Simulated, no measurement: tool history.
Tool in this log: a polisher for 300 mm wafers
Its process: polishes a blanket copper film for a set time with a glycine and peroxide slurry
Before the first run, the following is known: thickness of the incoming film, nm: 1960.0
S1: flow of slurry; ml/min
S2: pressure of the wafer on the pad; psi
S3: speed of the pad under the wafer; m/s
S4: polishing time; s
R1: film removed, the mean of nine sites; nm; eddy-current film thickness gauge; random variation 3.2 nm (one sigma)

run,hour,S1,S2,S3,S4,R1
1,0,175,2.8,1.04,54,321.56
2,3.6,215,2.8,1.04,54,331.24
3,9.5,215,2.5,1.04,54,303.65
4,12,215,2.3,1.04,54,275.11
5,14.9,215,2.3,1.16,54,309.34
6,22.1,215,2.1,1.16,54,283.79
7,28.2,215,2,1.16,54,271.2
8,36.9,215,2,1.16,54,272.33
9,42.8,215,1.9,1.16,54,267.27
10,44.1,215,1.8,1.16,54,252.62

What does the tool deliver on the next run?
11,49.9,215,1.7,1.16,54,?

{"run 11": {"R1": 235.7}}

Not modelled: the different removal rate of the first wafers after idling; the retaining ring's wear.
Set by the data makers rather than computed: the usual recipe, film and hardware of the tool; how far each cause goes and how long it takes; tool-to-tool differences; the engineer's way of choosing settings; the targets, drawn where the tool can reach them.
